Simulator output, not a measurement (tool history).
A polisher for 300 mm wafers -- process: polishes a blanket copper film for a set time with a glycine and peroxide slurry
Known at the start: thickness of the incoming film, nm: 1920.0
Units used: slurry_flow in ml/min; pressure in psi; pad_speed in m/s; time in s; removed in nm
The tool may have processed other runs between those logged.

run 1 hour=0.0 | slurry_flow=255 pressure=3.5 pad_speed=1.08 time=44 | removed=325.21
run 2 hour=4.9 | slurry_flow=255 pressure=3.7 pad_speed=1.08 time=44 | removed=345.86
run 3 hour=12.5 | slurry_flow=255 pressure=3.8 pad_speed=1.08 time=44 | removed=351.34
run 4 hour=19.9 | slurry_flow=255 pressure=3.8 pad_speed=1.08 time=44 | removed=348.19
run 5 hour=26.1 | slurry_flow=255 pressure=3.8 pad_speed=1.08 time=44 | removed=354.78
run 6 hour=28.0 | slurry_flow=190 pressure=3.8 pad_speed=1.08 time=44 | removed=348.33
run 7 hour=35.9 | slurry_flow=190 pressure=3.9 pad_speed=1.08 time=44 | removed=353.30

For run 8, what comes out?
run 8 hour=45.0 | slurry_flow=190 pressure=4.0 pad_speed=1.08 time=44 | removed=?

removed: 361.32 nm

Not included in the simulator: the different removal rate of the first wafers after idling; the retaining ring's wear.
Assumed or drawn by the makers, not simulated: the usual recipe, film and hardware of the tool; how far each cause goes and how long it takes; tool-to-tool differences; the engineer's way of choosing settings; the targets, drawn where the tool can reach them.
